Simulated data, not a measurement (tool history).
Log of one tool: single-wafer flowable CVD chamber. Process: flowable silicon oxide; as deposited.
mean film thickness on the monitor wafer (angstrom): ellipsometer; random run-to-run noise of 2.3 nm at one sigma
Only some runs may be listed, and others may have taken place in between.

run  hour  heater temperature setpoint (K)  chamber pressure (Torr)  RF power (kW)  deposition time (s)  mean film thickness on the monitor wafer (angstrom)
  1     0                           373.15                     1.11           2.15                  398                                                 3668
  2   3.2                           369.15                     1.11           2.15                  398                                               4260.2
  3   6.2                           374.15                     1.11           2.15                  398                                               3516.5
  4  14.6                           374.15                     0.94           2.15                  398                                               3018.7
  5  21.2                           374.15                     0.94           2.15                  378                                               2890.7
  6    27                           369.15                     0.94           2.15                  378                                               3463.7

Run 7 comes next. What will it give?
  7  33.1                           365.15                     0.94           2.15                  378                                                    ?

mean film thickness on the monitor wafer (angstrom): 4060.6
